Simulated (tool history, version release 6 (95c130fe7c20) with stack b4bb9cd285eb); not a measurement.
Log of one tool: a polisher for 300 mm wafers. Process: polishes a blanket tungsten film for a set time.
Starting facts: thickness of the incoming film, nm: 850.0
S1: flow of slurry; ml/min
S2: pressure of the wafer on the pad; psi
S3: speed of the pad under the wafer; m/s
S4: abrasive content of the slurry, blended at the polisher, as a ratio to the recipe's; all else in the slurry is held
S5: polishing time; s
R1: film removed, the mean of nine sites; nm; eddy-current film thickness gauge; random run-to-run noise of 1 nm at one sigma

run	hour	S1	S2	S3	S4	S5	R1
1	0.0	235	4.8	1.30	1.0	23	185.69
2	6.2	230	4.6	1.30	1.0	23	177.66
3	14.8	230	4.6	1.30	1.0	20	153.31
4	21.7	225	4.6	1.30	1.0	20	155.04
5	22.9	225	3.9	1.30	1.0	20	133.75
6	30.2	225	3.9	1.30	0.9	20	129.98
7	31.1	240	4.0	1.30	0.9	20	134.40

Run 8 comes next. What will it give?
8	32.3	255	4.1	1.30	0.9	20	?

Run 8 yielded R1 139.23 nm.
